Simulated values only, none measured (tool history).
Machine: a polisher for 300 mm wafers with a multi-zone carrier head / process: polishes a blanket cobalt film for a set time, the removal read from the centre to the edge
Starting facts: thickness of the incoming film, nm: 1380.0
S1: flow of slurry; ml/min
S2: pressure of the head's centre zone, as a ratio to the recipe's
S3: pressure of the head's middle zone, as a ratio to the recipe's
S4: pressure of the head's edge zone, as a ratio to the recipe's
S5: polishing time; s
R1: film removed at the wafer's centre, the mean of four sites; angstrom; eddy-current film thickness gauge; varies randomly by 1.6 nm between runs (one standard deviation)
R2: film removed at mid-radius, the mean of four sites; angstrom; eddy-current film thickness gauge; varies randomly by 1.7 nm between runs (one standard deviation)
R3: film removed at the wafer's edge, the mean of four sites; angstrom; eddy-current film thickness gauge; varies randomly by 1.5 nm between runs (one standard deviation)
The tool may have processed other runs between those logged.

{"run": 1, "hour": 0.0, "S1": 290, "S2": 1, "S3": 1, "S4": 1, "S5": 53, "R1": 1514.9, "R2": 1569.4, "R3": 1511.6}
{"run": 2, "hour": 7.1, "S1": 290, "S2": 1, "S3": 1, "S4": 1.08, "S5": 53, "R1": 1522.2, "R2": 1559.4, "R3": 1618.4}
{"run": 3, "hour": 16.1, "S1": 290, "S2": 1, "S3": 1, "S4": 1.08, "S5": 63, "R1": 1813.1, "R2": 1820.3, "R3": 1966.3}
{"run": 4, "hour": 21.4, "S1": 260, "S2": 1, "S3": 1, "S4": 1.08, "S5": 63, "R1": 1787, "R2": 1857, "R3": 1881.5}
{"run": 5, "hour": 26.5, "S1": 255, "S2": 0.99, "S3": 0.99, "S4": 1.07, "S5": 61, "R1": 1706.1, "R2": 1735.8, "R3": 1833.8}
{"run": 6, "hour": 34.2, "S1": 255, "S2": 0.99, "S3": 0.99, "S4": 1.11, "S5": 61, "R1": 1743.1, "R2": 1730.5, "R3": 1840.9}
{"run": 7, "hour": 37.5, "S1": 245, "S2": 0.98, "S3": 0.99, "S4": 1.09, "S5": 59, "R1": 1630.9, "R2": 1712.6, "R3": 1775}

The next listed run, before its measurement:
{"run": 8, "hour": 39.7, "S1": 240, "S2": 0.98, "S3": 0.98, "S4": 1.07, "S5": 57, "R1": "?", "R2": "?", "R3": "?"}

R1: 1599.7 angstrom
R2: 1608.9 angstrom
R3: 1708.5 angstrom

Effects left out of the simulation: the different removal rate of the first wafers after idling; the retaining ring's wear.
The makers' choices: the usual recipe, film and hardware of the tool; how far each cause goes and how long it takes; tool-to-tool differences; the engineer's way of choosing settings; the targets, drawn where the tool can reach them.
